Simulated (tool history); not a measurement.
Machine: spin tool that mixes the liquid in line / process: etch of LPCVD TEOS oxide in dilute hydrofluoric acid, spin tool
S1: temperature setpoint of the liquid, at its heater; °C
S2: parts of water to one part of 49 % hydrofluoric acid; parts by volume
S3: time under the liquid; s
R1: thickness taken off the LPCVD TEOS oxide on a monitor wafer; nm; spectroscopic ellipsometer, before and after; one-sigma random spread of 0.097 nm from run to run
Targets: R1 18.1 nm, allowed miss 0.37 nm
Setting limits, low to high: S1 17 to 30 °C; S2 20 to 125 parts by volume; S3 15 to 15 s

{"run": 1, "hour": 0.0, "S1": 22, "S2": 70, "S3": 15, "R1": 10.222}
{"run": 2, "hour": 2.5, "S1": 22, "S2": 60, "S3": 15, "R1": 12.026}
{"run": 3, "hour": 4.8, "S1": 23.5, "S2": 60, "S3": 15, "R1": 12.784}
{"run": 4, "hour": 13.2, "S1": 23.5, "S2": 60, "S3": 15, "R1": 12.742}
{"run": 5, "hour": 14.1, "S1": 23.5, "S2": 75, "S3": 15, "R1": 10.045}
{"run": 6, "hour": 21.3, "S1": 25, "S2": 75, "S3": 15, "R1": 10.667}
{"run": 7, "hour": 24.6, "S1": 29, "S2": 50, "S3": 15, "R1": 19.39}
{"run": 8, "hour": 28.6, "S1": 28.5, "S2": 50, "S3": 15, "R1": 18.944}
{"hour": 32.6, "done": "hydrofluoric acid flow meter replaced"}
{"run": 9, "hour": 32.6, "S1": 28, "S2": 50, "S3": 15, "R1": 20.426}
{"run": 10, "hour": 34.7, "S1": 24, "S2": 55, "S3": 15, "R1": 15.56}
{"run": 11, "hour": 39.8, "S1": 25, "S2": 55, "S3": 15, "R1": 16.241}
{"run": 12, "hour": 44.1, "S1": 25.5, "S2": 55, "S3": 15, "R1": 16.345}
{"run": 13, "hour": 48.2, "S1": 26, "S2": 55, "S3": 15, "R1": 16.898}

Consider the 4 candidate settings below. Which is the only one whose results all fall within their allowed miss of target?
{"run": "A", "hour": 52.3, "S1": 28.5, "S2": 60, "S3": 15, "R1": "?"}
{"run": "B", "hour": 52.3, "S1": 23.5, "S2": 50, "S3": 15, "R1": "?"}
{"run": "C", "hour": 52.3, "S1": 26.5, "S2": 55, "S3": 15, "R1": "?"}
{"run": "D", "hour": 52.3, "S1": 22.5, "S2": 45, "S3": 15, "R1": "?"}

move=A R1=16.876
move=B R1=16.783
move=C R1=17.125
move=D R1=18.005
A: as far off as the last run
B: moves away from the targets compared with the last run
C: gains on the last run, yet a result remains outside its allowed miss
D: all results in spec
The right move is D.
